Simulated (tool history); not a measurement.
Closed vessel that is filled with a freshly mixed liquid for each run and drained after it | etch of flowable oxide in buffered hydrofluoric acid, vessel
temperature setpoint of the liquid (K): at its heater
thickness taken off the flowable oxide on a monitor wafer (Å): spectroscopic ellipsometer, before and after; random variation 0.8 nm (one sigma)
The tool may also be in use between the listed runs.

| run | day | temperature setpoint of the liquid (K) | parts of 40 % ammonium fluoride to one part of 49 % hydrofluoric acid (parts by volume) | time in the liquid (s) | thickness taken off the flowable oxide on a monitor wafer (Å) |
|---|---|---|---|---|---|
| 1 | 0.000 | 293.15 | 11.5 | 30 | 986.26 |
| 2 | 0.188 | 294.15 | 11.5 | 30 | 1059.30 |
| 3 | 0.488 | 292.15 | 11.5 | 30 | 939.08 |
| 4 | 0.583 | 293.65 | 11.5 | 30 | 1012.90 |
| 5 | 0.750 | 292.65 | 11.5 | 30 | 969.35 |
| 6 | 1.062 | 294.15 | 11.5 | 30 | 1061.90 |

Run 7 has not been measured yet. What should we expect?
| 7 | 1.225 | 295.15 | 11.5 | 30 | ? |

thickness taken off the flowable oxide on a monitor wafer (Å): 1111.60

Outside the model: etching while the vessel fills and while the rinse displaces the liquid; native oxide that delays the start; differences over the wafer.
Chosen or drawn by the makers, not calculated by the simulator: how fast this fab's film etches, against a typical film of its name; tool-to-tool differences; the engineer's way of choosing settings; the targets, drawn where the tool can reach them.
